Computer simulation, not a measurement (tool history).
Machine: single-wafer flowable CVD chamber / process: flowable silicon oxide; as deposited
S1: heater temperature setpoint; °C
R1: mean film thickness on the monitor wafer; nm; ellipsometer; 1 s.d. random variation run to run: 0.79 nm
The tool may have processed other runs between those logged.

{"run": 1, "hour": 0.0, "S1": 105, "chamber pressure (Pa)": 85.5, "RF power (W)": 1955, "deposition time (s)": 233, "R1": 90.484}
{"run": 2, "hour": 3.3, "S1": 101, "chamber pressure (Pa)": 85.6, "RF power (W)": 1955, "deposition time (s)": 233, "R1": 99.844}
{"run": 3, "hour": 11.6, "S1": 112, "chamber pressure (Pa)": 85.6, "RF power (W)": 1955, "deposition time (s)": 233, "R1": 73.601}
{"run": 4, "hour": 17.3, "S1": 121, "chamber pressure (Pa)": 85.6, "RF power (W)": 1955, "deposition time (s)": 233, "R1": 57.528}
{"run": 5, "hour": 21.1, "S1": 112, "chamber pressure (Pa)": 85.9, "RF power (W)": 1955, "deposition time (s)": 233, "R1": 74.696}
{"run": 6, "hour": 29.0, "S1": 106, "chamber pressure (Pa)": 86.1, "RF power (W)": 1955, "deposition time (s)": 233, "R1": 87.555}

Run 7 comes next. What will it give?
{"run": 7, "hour": 35.1, "S1": 101, "chamber pressure (Pa)": 86.3, "RF power (W)": 1955, "deposition time (s)": 233, "R1": "?"}

Run 7 produced R1 101.3 nm.
